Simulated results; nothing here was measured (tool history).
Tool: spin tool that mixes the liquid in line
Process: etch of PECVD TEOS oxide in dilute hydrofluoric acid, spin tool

run  hour  temperature setpoint of the liquid (°C)  parts of water to one part of 49 % hydrofluoric acid (parts by volume)  time under the liquid (s)  thickness taken off the PECVD TEOS oxide on a monitor wafer (nm)
  1   0.0                                     22.0                                                                     180                        325                                                            12.819
  2   3.4                                     22.0                                                                     155                        325                                                            15.226
  3  11.9                                     21.0                                                                     160                        325                                                            14.186
  4  17.9                                     24.0                                                                     160                        325                                                            15.718
  5  23.3                                     23.0                                                                     165                        325                                                            14.734
  6  30.3                                     23.0                                                                     165                        325                                                            14.631
  7  32.9                                     22.0                                                                     170                        325                                                            13.632
  8  33.5                                     21.0                                                                     175                        325                                                            12.780
  9  37.4                                     20.5                                                                     180                        325                                                            12.039
 10  44.0                                     20.0                                                                     180                        325                                                            11.870
 11  47.8                                     19.5                                                                     180                        325                                                            11.590
 12  55.6                                     19.0                                                                     180                        325                                                            11.401
 13  59.2                                     18.5                                                                     180                        325                                                            11.146

Predict the results of run 14:
 14  61.0                                     17.5                                                                     185                        325                                                                 ?

Run 14 produced thickness taken off the PECVD TEOS oxide on a monitor wafer (nm) 10.373.

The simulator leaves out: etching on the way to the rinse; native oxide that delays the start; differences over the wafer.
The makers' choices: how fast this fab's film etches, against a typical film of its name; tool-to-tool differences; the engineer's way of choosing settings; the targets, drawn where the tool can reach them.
